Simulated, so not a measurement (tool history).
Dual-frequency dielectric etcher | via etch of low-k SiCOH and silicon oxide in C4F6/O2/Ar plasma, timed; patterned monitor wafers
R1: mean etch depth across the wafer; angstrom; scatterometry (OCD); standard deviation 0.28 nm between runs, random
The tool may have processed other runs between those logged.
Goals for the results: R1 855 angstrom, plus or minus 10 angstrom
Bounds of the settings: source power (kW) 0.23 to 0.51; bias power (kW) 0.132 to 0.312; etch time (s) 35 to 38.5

Run 1, day 0: source power (kW) 0.37, bias power (kW) 0.222, etch time (s) 38.5. Result: R1 982.83 angstrom.
Run 2, day 0.338: source power (kW) 0.37, bias power (kW) 0.208, etch time (s) 38.5. Result: R1 963.42 angstrom.
Run 3, day 0.458: source power (kW) 0.37, bias power (kW) 0.19, etch time (s) 38.5. Result: R1 934 angstrom.
Run 4, day 0.525: source power (kW) 0.31, bias power (kW) 0.19, etch time (s) 38.5. Result: R1 881.4 angstrom.
Run 5, day 0.708: source power (kW) 0.31, bias power (kW) 0.19, etch time (s) 38.5. Result: R1 881.51 angstrom.
Run 6, day 0.833: source power (kW) 0.33, bias power (kW) 0.19, etch time (s) 38.5. Result: R1 893.89 angstrom.
Run 7, day 0.9: source power (kW) 0.32, bias power (kW) 0.19, etch time (s) 38.5. Result: R1 888.43 angstrom.
Run 8, day 1.112: source power (kW) 0.31, bias power (kW) 0.19, etch time (s) 38.5. Result: R1 882.47 angstrom.
Run 9, day 1.225: source power (kW) 0.3, bias power (kW) 0.19, etch time (s) 38.5. Result: R1 867.31 angstrom.

Which of these 5 next moves meets every target?
Run A, day 1.338: source power (kW) 0.32, bias power (kW) 0.186, etch time (s) 36. Result: R1 ?.
Run B, day 1.338: source power (kW) 0.31, bias power (kW) 0.185, etch time (s) 36.5. Result: R1 ?.
Run C, day 1.338: source power (kW) 0.29, bias power (kW) 0.185, etch time (s) 38.5. Result: R1 ?.
Run D, day 1.338: source power (kW) 0.3, bias power (kW) 0.187, etch time (s) 37. Result: R1 ?.
Run E, day 1.338: source power (kW) 0.28, bias power (kW) 0.179, etch time (s) 38.5. Result: R1 ?.

move      R1
   A  826.01
   B  827.16
   C  853.42
   D  832.43
   E  834.28
A: takes the biggest miss from the last run beyond its target
B: takes the biggest miss from the last run beyond its target
C: meets every target
D: takes the biggest miss from the last run beyond its target
E: takes the biggest miss from the last run beyond its target
Correct choice: C, which meets every target

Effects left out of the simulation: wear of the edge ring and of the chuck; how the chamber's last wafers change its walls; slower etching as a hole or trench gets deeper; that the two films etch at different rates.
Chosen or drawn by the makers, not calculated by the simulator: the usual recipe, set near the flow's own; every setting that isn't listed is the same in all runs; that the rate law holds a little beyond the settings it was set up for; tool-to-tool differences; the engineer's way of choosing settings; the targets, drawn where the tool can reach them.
